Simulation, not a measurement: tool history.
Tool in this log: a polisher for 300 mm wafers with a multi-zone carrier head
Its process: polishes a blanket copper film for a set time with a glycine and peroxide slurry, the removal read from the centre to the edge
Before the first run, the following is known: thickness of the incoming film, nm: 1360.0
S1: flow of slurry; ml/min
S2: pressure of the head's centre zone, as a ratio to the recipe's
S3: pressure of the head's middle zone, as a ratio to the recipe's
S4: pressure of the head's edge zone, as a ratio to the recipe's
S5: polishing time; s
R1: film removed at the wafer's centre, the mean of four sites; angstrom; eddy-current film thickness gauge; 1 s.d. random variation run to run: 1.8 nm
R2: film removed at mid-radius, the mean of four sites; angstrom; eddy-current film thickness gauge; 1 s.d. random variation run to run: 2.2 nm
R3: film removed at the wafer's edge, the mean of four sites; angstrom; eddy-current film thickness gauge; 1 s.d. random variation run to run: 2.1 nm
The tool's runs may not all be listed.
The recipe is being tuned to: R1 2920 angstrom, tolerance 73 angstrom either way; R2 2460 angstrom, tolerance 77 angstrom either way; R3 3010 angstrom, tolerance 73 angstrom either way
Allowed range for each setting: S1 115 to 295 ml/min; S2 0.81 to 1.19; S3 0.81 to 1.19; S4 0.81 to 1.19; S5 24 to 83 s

run  hour   S1    S2    S3    S4  S5      R1      R2      R3
  1     0  190     1     1     1  53  2869.7  2837.9  2959.2
  2   4.9  185  1.01  0.97  1.01  53  2886.8  2766.1  2950.3
  3   8.6  180  1.01  0.94  1.03  53  2872.3  2651.7    2946
  4  15.1  180  1.01  0.92  1.04  53  2865.2  2623.3  2950.3
  5    19  180  1.01   0.9  1.05  53  2842.7  2549.3  2956.9
  6  24.3  180  1.01   0.9  1.05  63  3414.3    3043  3517.4
  7  32.8  170  1.01  0.88  1.04  62  3302.7  2875.4  3462.2
  8  38.7  175  1.01  0.87  1.02  61  3302.1  2891.2  3351.3
  9  39.6  165  1.01  0.86  1.02  60  3190.9  2743.4  3287.2
 10  43.7  125  0.98  0.81  0.92  59  2743.6  2322.2    2903
     49.6  -- slurry nozzle cleaned
 11  49.6  130  0.98  0.81  0.92  59  3011.9  2544.5  3117.6
 12  58.3  125  0.98  0.81  0.92  59  2995.3  2592.8  3051.2

Which of these 4 next moves meets every target?
  A    67  120  1.01  0.82  0.92  60   ?   ?   ?
  B    67  120  0.98  0.81  0.93  58   ?   ?   ?
  C    67  135  0.92  0.85   0.9  59   ?   ?   ?
  D    67  120  0.92  0.82  0.89  62   ?   ?   ?

move      R1      R2      R3
   A  3097.9  2560.7  3087.5
   B  2904.8  2451.1    3000
   C  2876.3  2678.9  3072.3
   D  2913.8  2647.4  3142.2
A: moves away from the targets compared with the last run
B: every result within its allowed miss
C: moves away from the targets compared with the last run
D: moves away from the targets compared with the last run
B meets every target.

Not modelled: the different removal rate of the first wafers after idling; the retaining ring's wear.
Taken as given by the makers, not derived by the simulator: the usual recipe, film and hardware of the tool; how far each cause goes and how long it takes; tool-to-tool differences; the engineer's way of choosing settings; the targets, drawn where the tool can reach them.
